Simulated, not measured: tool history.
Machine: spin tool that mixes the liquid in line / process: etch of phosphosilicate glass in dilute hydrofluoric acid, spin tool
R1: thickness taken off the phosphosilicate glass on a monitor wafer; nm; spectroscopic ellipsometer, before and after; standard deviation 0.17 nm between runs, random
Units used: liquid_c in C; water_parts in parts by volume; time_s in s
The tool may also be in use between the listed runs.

Run 1, hour 0: liquid_c 24 C, water_parts 210 parts by volume, time_s 65 s. Result: R1 19.248 nm.
Run 2, hour 5.7: liquid_c 26 C, water_parts 190 parts by volume, time_s 65 s. Result: R1 23.251 nm.
Run 3, hour 14.2: liquid_c 27.5 C, water_parts 175 parts by volume, time_s 65 s. Result: R1 27.055 nm.
Run 4, hour 22.3: liquid_c 26 C, water_parts 175 parts by volume, time_s 65 s. Result: R1 25.57 nm.
Run 5, hour 23.7: liquid_c 27.5 C, water_parts 165 parts by volume, time_s 65 s. Result: R1 29.071 nm.
Run 6, hour 28.2: liquid_c 27.5 C, water_parts 165 parts by volume, time_s 65 s. Result: R1 29.043 nm.
Run 7, hour 33.1: liquid_c 31.5 C, water_parts 135 parts by volume, time_s 65 s. Result: R1 42.717 nm.

Run 8 is up next; what results do you expect?
Run 8, hour 39.3: liquid_c 31 C, water_parts 135 parts by volume, time_s 65 s. Result: R1 ?.

{"run 8": {"R1": 41.725}}
